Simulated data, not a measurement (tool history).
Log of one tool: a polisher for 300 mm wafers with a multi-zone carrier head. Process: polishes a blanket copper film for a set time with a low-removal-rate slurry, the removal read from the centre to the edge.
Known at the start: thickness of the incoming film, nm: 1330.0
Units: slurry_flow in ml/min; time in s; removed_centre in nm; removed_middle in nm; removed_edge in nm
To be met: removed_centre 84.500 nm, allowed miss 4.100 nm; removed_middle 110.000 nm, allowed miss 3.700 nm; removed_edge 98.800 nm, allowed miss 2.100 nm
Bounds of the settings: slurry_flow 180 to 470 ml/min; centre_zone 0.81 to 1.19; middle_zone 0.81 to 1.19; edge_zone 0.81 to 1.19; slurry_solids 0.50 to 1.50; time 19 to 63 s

| run | day | slurry_flow | centre_zone | middle_zone | edge_zone | slurry_solids | time | removed_centre | removed_middle | removed_edge |
|---|---|---|---|---|---|---|---|---|---|---|
| 1 | 0.000 | 300 | 1.00 | 1.00 | 1.00 | 1.00 | 41 | 77.664 | 79.198 | 81.738 |
| 2 | 0.208 | 310 | 0.99 | 1.03 | 1.01 | 1.10 | 41 | 78.605 | 82.030 | 82.592 |
| 3 | 0.508 | 310 | 0.97 | 1.05 | 1.02 | 1.15 | 42 | 80.748 | 86.772 | 85.905 |
| 4 | 0.708 | 310 | 0.97 | 1.05 | 1.02 | 1.05 | 42 | 79.865 | 84.708 | 85.952 |
| 5 | 1.046 | 310 | 0.97 | 1.05 | 1.06 | 1.05 | 42 | 77.733 | 85.127 | 86.535 |
| 6 | 1.283 | 315 | 0.95 | 1.07 | 1.07 | 1.10 | 42 | 76.568 | 87.427 | 87.990 |
| 7 | 1.650 | 320 | 0.94 | 1.09 | 1.07 | 1.15 | 42 | 78.144 | 89.193 | 87.525 |
| 8 | 1.833 | 320 | 0.93 | 1.11 | 1.08 | 1.20 | 43 | 77.115 | 94.319 | 91.590 |
| 9 | 2.050 | 320 | 0.93 | 1.11 | 1.08 | 1.20 | 43 | 79.479 | 93.461 | 90.169 |
| 10 | 2.267 | 325 | 0.92 | 1.12 | 1.09 | 1.25 | 43 | 76.145 | 95.251 | 91.852 |
| 11 | 2.454 | 330 | 0.93 | 1.13 | 1.09 | 1.30 | 43 | 78.993 | 97.368 | 92.065 |
| 12 | 2.796 | 335 | 0.93 | 1.14 | 1.10 | 1.35 | 43 | 80.126 | 97.703 | 92.504 |
| 13 | 3.154 | 355 | 0.89 | 1.19 | 1.08 | 1.50 | 46 | 82.350 | 112.310 | 101.310 |

4 next moves are on the table. One of them brings every result within its allowed miss. Which?
| A | 3.512 | 260 | 0.94 | 1.13 | 1.05 | 1.35 | 50 | ? | ? | ? |
| B | 3.512 | 330 | 0.91 | 1.13 | 1.09 | 1.35 | 46 | ? | ? | ? |
| C | 3.512 | 440 | 0.89 | 1.18 | 1.03 | 1.50 | 45 | ? | ? | ? |
| D | 3.512 | 405 | 0.96 | 1.03 | 1.04 | 1.50 | 47 | ? | ? | ? |

| move | removed_centre | removed_middle | removed_edge |
|---|---|---|---|
| A | 94.281 | 109.790 | 104.570 |
| B | 85.964 | 103.190 | 99.449 |
| C | 85.513 | 108.700 | 97.815 |
| D | 95.697 | 100.460 | 102.380 |
A: further off than the last run
B: brings the result that was furthest off to its target, and leaves another outside
C: meets every target
D: further off than the last run
The right move is C.
